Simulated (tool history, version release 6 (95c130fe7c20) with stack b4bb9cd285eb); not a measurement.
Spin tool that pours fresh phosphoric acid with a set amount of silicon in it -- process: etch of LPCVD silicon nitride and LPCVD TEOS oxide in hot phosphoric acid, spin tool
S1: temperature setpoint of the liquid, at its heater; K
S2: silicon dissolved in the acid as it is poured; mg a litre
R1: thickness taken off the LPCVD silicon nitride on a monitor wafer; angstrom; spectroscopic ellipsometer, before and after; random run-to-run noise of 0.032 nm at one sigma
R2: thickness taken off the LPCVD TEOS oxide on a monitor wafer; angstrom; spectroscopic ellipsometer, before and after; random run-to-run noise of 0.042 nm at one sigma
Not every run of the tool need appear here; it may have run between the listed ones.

run 1 hour=0 | S1=434.15 S2=12 time_under_the_liquid_(s)=85 | R1=74.008 R2=1.9962
run 2 hour=4.8 | S1=435.65 S2=12 time_under_the_liquid_(s)=85 | R1=77.482 R2=1.9113
run 3 hour=7.5 | S1=434.65 S2=12 time_under_the_liquid_(s)=85 | R1=75.398 R2=2.2177
run 4 hour=12 | S1=434.65 S2=6 time_under_the_liquid_(s)=85 | R1=75.756 R2=2.5761
run 5 hour=19.3 | S1=434.65 S2=8.5 time_under_the_liquid_(s)=85 | R1=75.487 R2=1.8911
run 6 hour=23.8 | S1=434.65 S2=13 time_under_the_liquid_(s)=85 | R1=74.749 R2=1.8966
run 7 hour=24.8 | S1=435.65 S2=10 time_under_the_liquid_(s)=85 | R1=77.823 R2=2.5132
run 8 hour=28.9 | S1=436.15 S2=11 time_under_the_liquid_(s)=90 | R1=83.135 R2=2.9931
run 9 hour=34.4 | S1=436.15 S2=12.5 time_under_the_liquid_(s)=95 | R1=87.938 R2=2.627
run 10 hour=42.5 | S1=436.15 S2=12.5 time_under_the_liquid_(s)=95 | R1=88.698 R2=2.3656
run 11 hour=48.4 | S1=438.65 S2=5 time_under_the_liquid_(s)=95 | R1=95.655 R2=4.0563
run 12 hour=55.5 | S1=438.65 S2=6 time_under_the_liquid_(s)=95 | R1=96.417 R2=4.8333
run 13 hour=63.4 | S1=438.65 S2=0 time_under_the_liquid_(s)=100 | R1=100.46 R2=4.5572

Expected results for the next run?
run 14 hour=69 | S1=438.65 S2=1 time_under_the_liquid_(s)=100 | R1=? R2=?

Run 14 came out at R1 101.6 angstrom, R2 5.1563 angstrom.
